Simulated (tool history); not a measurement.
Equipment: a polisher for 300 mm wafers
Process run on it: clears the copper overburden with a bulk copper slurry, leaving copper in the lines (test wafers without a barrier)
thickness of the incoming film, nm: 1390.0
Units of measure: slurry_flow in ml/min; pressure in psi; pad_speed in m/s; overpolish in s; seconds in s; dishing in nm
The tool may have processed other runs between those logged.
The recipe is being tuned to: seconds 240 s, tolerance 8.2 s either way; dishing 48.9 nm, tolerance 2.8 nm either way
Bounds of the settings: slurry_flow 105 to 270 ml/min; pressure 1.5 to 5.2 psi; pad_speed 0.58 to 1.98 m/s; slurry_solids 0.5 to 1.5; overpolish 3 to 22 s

run	hour	slurry_flow	pressure	pad_speed	slurry_solids	overpolish	seconds	dishing
1	0	175	3.3	1.28	1	11	101.75	62.232
2	5.6	195	3.3	1.28	1	11	98.555	63.286
3	12.7	195	3.3	1.28	1.2	11	96.806	61.091
4	15.8	235	3.3	1.28	1.2	11	91.848	66.263
5	23.4	235	3.3	1.46	1.2	11	82.974	65.555
6	24.8	225	3	1.36	1.2	11	98.15	62.935
7	27.2	215	2.8	1.28	1.2	11	110.78	59.512
8	35.9	205	1.8	0.92	1.15	16	221.67	49.206
9	43.7	185	1.6	0.92	1.15	17	251.32	47.882
10	44.8	195	1.6	0.92	1.15	17	254.13	48.578
11	46.8	205	1.6	0.92	1.15	17	250.79	47.787

Of the 4 settings listed for the next run, only one would bring every result within its allowed miss of target. Which one?
A	48.8	235	2	0.7	1.25	16	?	?
B	48.8	190	1.5	0.94	1.15	16	?	?
C	48.8	210	1.5	0.84	1.2	22	?	?
D	48.8	180	1.5	1	1.35	14	?	?

move	seconds	dishing
A	241.79	48.919
B	264.57	45.549
C	282.72	51.173
D	247.16	44.017
A: meets every target
B: its largest miss is bigger than the last run's
C: its largest miss is bigger than the last run's
D: gets the furthest-off result to its target, but another result is out of tolerance
So the answer is move A, the one that meets all the targets.
